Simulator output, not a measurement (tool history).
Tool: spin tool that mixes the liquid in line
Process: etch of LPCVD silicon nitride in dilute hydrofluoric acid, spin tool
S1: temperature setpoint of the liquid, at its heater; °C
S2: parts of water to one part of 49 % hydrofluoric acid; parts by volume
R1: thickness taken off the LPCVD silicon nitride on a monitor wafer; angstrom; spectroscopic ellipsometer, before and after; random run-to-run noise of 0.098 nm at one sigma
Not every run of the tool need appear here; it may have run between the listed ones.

{"run": 1, "day": 0.0, "S1": 26.0, "S2": 60, "time under the liquid (s)": 260, "R1": 23.87}
{"run": 2, "day": 0.079, "S1": 29.0, "S2": 60, "time under the liquid (s)": 260, "R1": 29.867}
{"run": 3, "day": 0.262, "S1": 29.5, "S2": 60, "time under the liquid (s)": 260, "R1": 31.127}
{"run": 4, "day": 0.512, "S1": 30.0, "S2": 60, "time under the liquid (s)": 260, "R1": 31.283}
{"run": 5, "day": 0.654, "S1": 28.0, "S2": 60, "time under the liquid (s)": 260, "R1": 28.469}
{"run": 6, "day": 0.771, "S1": 29.0, "S2": 60, "time under the liquid (s)": 260, "R1": 30.187}
{"run": 7, "day": 1.067, "S1": 29.5, "S2": 60, "time under the liquid (s)": 260, "R1": 30.494}

Run 8 has not been measured yet. What should we expect?
{"run": 8, "day": 1.288, "S1": 30.0, "S2": 60, "time under the liquid (s)": 260, "R1": "?"}

R1: 32.594 angstrom

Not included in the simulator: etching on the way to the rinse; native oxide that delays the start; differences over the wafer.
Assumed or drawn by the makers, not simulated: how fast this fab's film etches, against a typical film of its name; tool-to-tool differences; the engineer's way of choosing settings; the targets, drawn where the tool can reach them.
